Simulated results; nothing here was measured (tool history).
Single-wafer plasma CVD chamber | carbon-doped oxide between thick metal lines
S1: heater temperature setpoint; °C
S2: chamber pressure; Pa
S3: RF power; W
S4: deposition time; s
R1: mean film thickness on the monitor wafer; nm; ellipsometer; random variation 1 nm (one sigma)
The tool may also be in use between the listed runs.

Run 1, day 0.000: S1 335 °C, S2 917 Pa, S3 380 W, S4 91.3 s. Result: R1 418.04 nm.
Run 2, day 0.329: S1 333 °C, S2 935 Pa, S3 385 W, S4 91.3 s. Result: R1 427.16 nm.
Run 3, day 0.496: S1 331 °C, S2 952 Pa, S3 390 W, S4 91.3 s. Result: R1 434.29 nm.
Run 4, day 0.550: S1 331 °C, S2 821 Pa, S3 390 W, S4 91.3 s. Result: R1 428.93 nm.
Run 5, day 0.892: S1 331 °C, S2 976 Pa, S3 390 W, S4 91.3 s. Result: R1 436.48 nm.
Run 6, day 1.004: S1 331 °C, S2 976 Pa, S3 390 W, S4 91.3 s. Result: R1 435.31 nm.
Run 7, day 1.058: S1 329 °C, S2 989 Pa, S3 390 W, S4 91.3 s. Result: R1 440.28 nm.
Run 8, day 1.221: S1 327 °C, S2 1001 Pa, S3 390 W, S4 91.3 s. Result: R1 441.81 nm.

The next listed run, before its measurement:
Run 9, day 1.529: S1 326 °C, S2 1013 Pa, S3 390 W, S4 91.3 s. Result: R1 ?.

R1: 446.14 nm
